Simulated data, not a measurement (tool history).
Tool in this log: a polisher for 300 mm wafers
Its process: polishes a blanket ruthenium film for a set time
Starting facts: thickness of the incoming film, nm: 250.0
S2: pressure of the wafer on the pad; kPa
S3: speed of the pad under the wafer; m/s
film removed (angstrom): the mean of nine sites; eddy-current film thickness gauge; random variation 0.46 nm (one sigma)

Run 1, hour 0: flow of slurry (ml/min) 270, S2 13.8 kPa, S3 1.16 m/s, polishing time (s) 38. Result: film removed (angstrom) 474.94.
Run 2, hour 6.8: flow of slurry (ml/min) 270, S2 15.9 kPa, S3 1.16 m/s, polishing time (s) 38. Result: film removed (angstrom) 535.32.
Run 3, hour 10.8: flow of slurry (ml/min) 205, S2 15.9 kPa, S3 1.16 m/s, polishing time (s) 38. Result: film removed (angstrom) 520.25.
Run 4, hour 14.2: flow of slurry (ml/min) 205, S2 14.5 kPa, S3 1.16 m/s, polishing time (s) 38. Result: film removed (angstrom) 474.37.
Run 5, hour 19.9: flow of slurry (ml/min) 205, S2 13.8 kPa, S3 1.16 m/s, polishing time (s) 38. Result: film removed (angstrom) 450.79.
Run 6, hour 28.5: flow of slurry (ml/min) 205, S2 13.1 kPa, S3 1.16 m/s, polishing time (s) 38. Result: film removed (angstrom) 440.73.
Run 7, hour 36.8: flow of slurry (ml/min) 205, S2 12.4 kPa, S3 1.16 m/s, polishing time (s) 38. Result: film removed (angstrom) 425.56.

Run 8 is up next; what results do you expect?
Run 8, hour 38.7: flow of slurry (ml/min) 205, S2 11.7 kPa, S3 1.16 m/s, polishing time (s) 38. Result: film removed (angstrom) ?.

{"run 8": {"film removed (angstrom)": 396.92}}
